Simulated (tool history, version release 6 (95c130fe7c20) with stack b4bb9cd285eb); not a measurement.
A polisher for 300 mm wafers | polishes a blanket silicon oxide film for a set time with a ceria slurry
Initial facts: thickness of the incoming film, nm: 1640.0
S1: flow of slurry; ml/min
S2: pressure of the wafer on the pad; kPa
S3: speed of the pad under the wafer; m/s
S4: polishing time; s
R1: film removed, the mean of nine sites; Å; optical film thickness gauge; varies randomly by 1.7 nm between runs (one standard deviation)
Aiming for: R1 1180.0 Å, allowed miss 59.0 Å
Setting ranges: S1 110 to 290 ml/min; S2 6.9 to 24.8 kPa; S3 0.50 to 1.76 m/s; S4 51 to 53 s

run	day	S1	S2	S3	S4	R1
1	0.000	185	15.9	1.12	51	1492.0
2	0.317	185	15.9	1.12	51	1432.6
3	0.546	185	15.9	1.12	51	1463.4
4	0.754	185	15.9	1.26	51	1606.0
5	0.975	185	15.9	1.26	53	1692.9
6	1.033	185	14.5	1.24	53	1534.2
7	1.104	185	13.1	1.24	53	1368.3
8	1.246	185	12.4	1.24	53	1341.6
9	1.388	185	11.7	1.24	53	1259.2
# day 1.658: worn pad replaced by a new one
10	1.658	185	11.0	1.24	53	1256.9

Next run, 4 choices. One meets every target within its allowed miss, the rest don't. Which?
A	1.929	205	11.7	1.30	51	?
B	1.929	185	13.1	1.14	53	?
C	1.929	170	13.8	1.00	51	?
D	1.929	250	9.7	1.42	53	?

move	R1
A	1364.9
B	1359.1
C	1190.2
D	1334.6
A: the biggest miss grows against the last run
B: the biggest miss grows against the last run
C: hits every target within its allowed miss
D: the biggest miss grows against the last run
The move that meets every target is C.
